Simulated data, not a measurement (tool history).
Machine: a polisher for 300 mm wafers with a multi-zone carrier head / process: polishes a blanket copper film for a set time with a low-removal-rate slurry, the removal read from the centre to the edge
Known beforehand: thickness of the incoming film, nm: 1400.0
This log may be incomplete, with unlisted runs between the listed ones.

| run | hour | flow of slurry (ml/min) | pressure of the head's centre zone | pressure of the head's middle zone | pressure of the head's edge zone | abrasive content of the slurry | polishing time (s) | film removed at the wafer's centre (nm) | film removed at mid-radius (nm) | film removed at the wafer's edge (nm) |
|---|---|---|---|---|---|---|---|---|---|---|
| 1 | 0.0 | 275 | 1.00 | 1.00 | 1.00 | 1.00 | 80 | 277.06 | 265.04 | 266.55 |
| 2 | 2.1 | 275 | 0.98 | 1.01 | 0.97 | 0.90 | 74 | 242.48 | 245.94 | 242.43 |
| 3 | 7.0 | 275 | 0.99 | 1.02 | 0.95 | 0.85 | 67 | 219.33 | 223.22 | 211.60 |
| 4 | 10.6 | 275 | 0.99 | 1.02 | 0.95 | 0.85 | 81 | 267.98 | 267.10 | 258.26 |
| 5 | 14.5 | 275 | 0.95 | 1.02 | 0.95 | 0.85 | 81 | 254.46 | 269.03 | 258.16 |
| 6 | 20.0 | 275 | 0.95 | 1.02 | 0.95 | 0.85 | 74 | 233.88 | 243.63 | 234.22 |
| 7 | 25.0 | 275 | 0.95 | 1.02 | 0.93 | 0.80 | 69 | 217.77 | 223.00 | 218.65 |
| 8 | 33.3 | 275 | 0.97 | 1.12 | 0.83 | 0.55 | 47 | 138.36 | 148.43 | 132.40 |
| 9 | 39.1 | 280 | 0.97 | 1.12 | 0.85 | 0.55 | 47 | 136.75 | 150.75 | 131.83 |
| 10 | 47.7 | 280 | 0.98 | 1.11 | 0.87 | 0.60 | 47 | 141.77 | 151.83 | 136.64 |
| 11 | 48.7 | 285 | 0.98 | 1.11 | 0.88 | 0.65 | 47 | 145.43 | 153.55 | 138.74 |

Run 12 has not been measured yet. What should we expect?
| 12 | 49.9 | 285 | 0.98 | 1.11 | 0.89 | 0.70 | 47 | ? | ? | ? |

Run 12 yielded film removed at the wafer's centre (nm) 145.64, film removed at mid-radius (nm) 157.89, film removed at the wafer's edge (nm) 139.13.
